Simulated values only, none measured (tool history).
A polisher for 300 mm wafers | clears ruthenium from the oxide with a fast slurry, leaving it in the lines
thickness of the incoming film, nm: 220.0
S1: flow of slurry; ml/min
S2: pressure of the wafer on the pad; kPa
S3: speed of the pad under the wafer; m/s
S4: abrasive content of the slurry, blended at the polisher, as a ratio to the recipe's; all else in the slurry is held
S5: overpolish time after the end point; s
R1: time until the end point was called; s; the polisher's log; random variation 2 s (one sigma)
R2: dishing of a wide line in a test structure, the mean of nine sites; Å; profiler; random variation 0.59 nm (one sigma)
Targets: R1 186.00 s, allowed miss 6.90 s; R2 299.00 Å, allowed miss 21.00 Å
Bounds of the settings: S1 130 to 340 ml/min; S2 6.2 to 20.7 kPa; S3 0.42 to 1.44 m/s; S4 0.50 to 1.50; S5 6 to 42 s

{"run": 1, "day": 0.0, "S1": 220, "S2": 13.1, "S3": 0.92, "S4": 1.0, "S5": 21, "R1": 103.43, "R2": 341.74}
{"run": 2, "day": 0.2, "S1": 220, "S2": 13.1, "S3": 0.84, "S4": 1.0, "S5": 21, "R1": 110.54, "R2": 340.86}
{"run": 3, "day": 0.321, "S1": 220, "S2": 13.1, "S3": 0.84, "S4": 1.0, "S5": 30, "R1": 112.63, "R2": 415.09}
{"run": 4, "day": 0.608, "S1": 220, "S2": 13.1, "S3": 0.84, "S4": 1.15, "S5": 30, "R1": 106.37, "R2": 436.54}
{"run": 5, "day": 0.658, "S1": 220, "S2": 11.0, "S3": 0.84, "S4": 1.15, "S5": 30, "R1": 121.38, "R2": 399.66}
{"run": 6, "day": 1.0, "S1": 220, "S2": 9.7, "S3": 0.82, "S4": 1.15, "S5": 30, "R1": 140.51, "R2": 367.1}
{"run": 7, "day": 1.112, "S1": 220, "S2": 9.0, "S3": 0.82, "S4": 1.15, "S5": 30, "R1": 149.41, "R2": 336.52}
{"run": 8, "day": 1.417, "S1": 220, "S2": 8.3, "S3": 0.82, "S4": 1.15, "S5": 31, "R1": 158.65, "R2": 337.56}
{"run": 9, "day": 1.508, "S1": 215, "S2": 6.2, "S3": 0.82, "S4": 1.15, "S5": 31, "R1": 196.24, "R2": 278.11}

4 next moves are on the table. One of them brings every result within its allowed miss. Which?
{"run": "A", "day": 1.6, "S1": 215, "S2": 8.3, "S3": 0.7, "S4": 1.15, "S5": 31, "R1": "?", "R2": "?"}
{"run": "B", "day": 1.6, "S1": 225, "S2": 6.2, "S3": 0.8, "S4": 1.15, "S5": 38, "R1": "?", "R2": "?"}
{"run": "C", "day": 1.6, "S1": 230, "S2": 6.9, "S3": 0.72, "S4": 1.2, "S5": 35, "R1": "?", "R2": "?"}
{"run": "D", "day": 1.6, "S1": 220, "S2": 8.3, "S3": 0.72, "S4": 1.1, "S5": 36, "R1": "?", "R2": "?"}

move=A R1=184.72 R2=299.18
move=B R1=203.08 R2=325.50
move=C R1=202.93 R2=305.65
move=D R1=182.82 R2=338.33
A: meets every target
B: further off than the last run
C: further off than the last run
D: brings the result that was furthest off to its target, and leaves another outside
Answer: A
